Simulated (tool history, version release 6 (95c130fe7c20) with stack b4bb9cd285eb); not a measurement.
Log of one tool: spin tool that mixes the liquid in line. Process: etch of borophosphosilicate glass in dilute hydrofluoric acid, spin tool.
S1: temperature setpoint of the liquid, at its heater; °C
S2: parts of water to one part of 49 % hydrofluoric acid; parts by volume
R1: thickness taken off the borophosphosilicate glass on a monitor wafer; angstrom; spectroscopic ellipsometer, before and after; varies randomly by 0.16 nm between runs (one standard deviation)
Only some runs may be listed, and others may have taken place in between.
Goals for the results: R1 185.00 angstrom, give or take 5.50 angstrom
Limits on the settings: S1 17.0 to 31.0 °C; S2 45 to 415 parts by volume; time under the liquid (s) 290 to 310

Run 1, hour 0.0: S1 23.0 °C, S2 230 parts by volume, time under the liquid (s) 290. Result: R1 280.58 angstrom.
Run 2, hour 4.1: S1 21.5 °C, S2 240 parts by volume, time under the liquid (s) 290. Result: R1 250.96 angstrom.
Run 3, hour 5.3: S1 21.5 °C, S2 320 parts by volume, time under the liquid (s) 290. Result: R1 175.26 angstrom.
Run 4, hour 7.7: S1 21.5 °C, S2 385 parts by volume, time under the liquid (s) 290. Result: R1 139.39 angstrom.
Run 5, hour 16.6: S1 21.5 °C, S2 385 parts by volume, time under the liquid (s) 310. Result: R1 150.24 angstrom.
Run 6, hour 25.3: S1 18.0 °C, S2 385 parts by volume, time under the liquid (s) 310. Result: R1 132.45 angstrom.
Run 7, hour 33.1: S1 20.0 °C, S2 385 parts by volume, time under the liquid (s) 310. Result: R1 142.80 angstrom.
Run 8, hour 35.7: S1 24.0 °C, S2 380 parts by volume, time under the liquid (s) 310. Result: R1 164.26 angstrom.
Run 9, hour 42.5: S1 25.0 °C, S2 380 parts by volume, time under the liquid (s) 310. Result: R1 170.52 angstrom.
Run 10, hour 51.0: S1 25.5 °C, S2 380 parts by volume, time under the liquid (s) 310. Result: R1 174.54 angstrom.
Run 11, hour 53.6: S1 26.0 °C, S2 380 parts by volume, time under the liquid (s) 310. Result: R1 175.49 angstrom.
Run 12, hour 55.9: S1 26.5 °C, S2 380 parts by volume, time under the liquid (s) 310. Result: R1 177.27 angstrom.

Next run, 4 choices. One meets every target within its allowed miss, the rest don't. Which?
Run A, hour 58.2: S1 25.5 °C, S2 375 parts by volume, time under the liquid (s) 295. Result: R1 ?.
Run B, hour 58.2: S1 21.5 °C, S2 325 parts by volume, time under the liquid (s) 310. Result: R1 ?.
Run C, hour 58.2: S1 27.5 °C, S2 390 parts by volume, time under the liquid (s) 290. Result: R1 ?.
Run D, hour 58.2: S1 28.0 °C, S2 390 parts by volume, time under the liquid (s) 290. Result: R1 ?.

move      R1
   A  166.67
   B  184.73
   C  165.59
   D  168.21
A: its largest miss is bigger than the last run's
B: hits every target within its allowed miss
C: its largest miss is bigger than the last run's
D: its largest miss is bigger than the last run's
Answer: B
